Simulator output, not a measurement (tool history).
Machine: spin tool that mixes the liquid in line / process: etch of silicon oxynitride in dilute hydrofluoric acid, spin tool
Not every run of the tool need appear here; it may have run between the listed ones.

run  hour  temperature setpoint of the liquid (C)  parts of water to one part of 49 % hydrofluoric acid (parts by volume)  time under the liquid (s)  thickness taken off the silicon oxynitride on a monitor wafer (Å)
  1     0                                      21                                                                     110                        260                                                             32.705
  2     2                                      20                                                                     115                        260                                                             29.929
  3  10.3                                      20                                                                     115                        280                                                             31.391
  4  18.7                                      20                                                                     100                        280                                                             37.326
  5  21.5                                      19                                                                     110                        280                                                             32.189
  6  24.3                                    18.5                                                                     115                        280                                                             29.742
  7  27.1                                      18                                                                     120                        280                                                             27.726

Expected results for the next run?
  8  31.8                                    17.5                                                                     125                        280                                                                  ?

thickness taken off the silicon oxynitride on a monitor wafer (Å): 25.56
